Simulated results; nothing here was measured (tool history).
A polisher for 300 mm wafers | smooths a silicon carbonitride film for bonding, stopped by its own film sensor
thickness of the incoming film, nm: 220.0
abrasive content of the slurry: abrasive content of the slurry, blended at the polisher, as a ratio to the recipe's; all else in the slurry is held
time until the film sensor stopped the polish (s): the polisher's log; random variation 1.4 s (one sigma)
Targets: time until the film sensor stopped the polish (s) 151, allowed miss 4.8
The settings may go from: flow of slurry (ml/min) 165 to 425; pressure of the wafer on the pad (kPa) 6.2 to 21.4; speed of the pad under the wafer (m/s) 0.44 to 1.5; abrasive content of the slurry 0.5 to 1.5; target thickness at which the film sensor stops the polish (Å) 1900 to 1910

run,hour,flow of slurry (ml/min),pressure of the wafer on the pad (kPa),speed of the pad under the wafer (m/s),abrasive content of the slurry,target thickness at which the film sensor stops the polish (Å),time until the film sensor stopped the polish (s)
1,0,275,13.8,0.96,1,1910,103.32
2,5.1,245,13.8,0.96,1,1910,105.13
3,13.4,240,12.4,0.96,1,1910,114.25
4,14.2,240,12.4,1.12,1,1910,103.57
5,17.4,265,12.4,1.12,1,1910,100.15
6,23.3,265,12.4,1.32,1,1910,90.046
7,30,260,10.3,1.28,1,1910,101.49
8,31.5,250,9,1.2,1,1910,119.42
9,34.2,245,8.3,1.18,1,1910,128.04
10,41.3,240,7.6,1.18,1,1910,137.66
11,47.7,230,7.6,1.18,1,1910,134.22
12,52.8,230,6.9,1.16,1,1910,143.6

5 next moves are on the table. One of them brings every result within its allowed miss. Which?
A,57.9,245,6.2,1.22,0.95,1910,?
B,57.9,215,7.6,1.2,1,1910,?
C,57.9,255,6.9,1.16,1.1,1910,?
D,57.9,235,8.3,1.16,0.85,1910,?
E,57.9,345,6.9,1.26,0.9,1910,?

move,time until the film sensor stopped the polish (s)
A,150.66
B,133.59
C,135.76
D,142.09
E,138.68
A: meets every target
B: further off than the last run
C: further off than the last run
D: further off than the last run
E: further off than the last run
Move A is the one to make.

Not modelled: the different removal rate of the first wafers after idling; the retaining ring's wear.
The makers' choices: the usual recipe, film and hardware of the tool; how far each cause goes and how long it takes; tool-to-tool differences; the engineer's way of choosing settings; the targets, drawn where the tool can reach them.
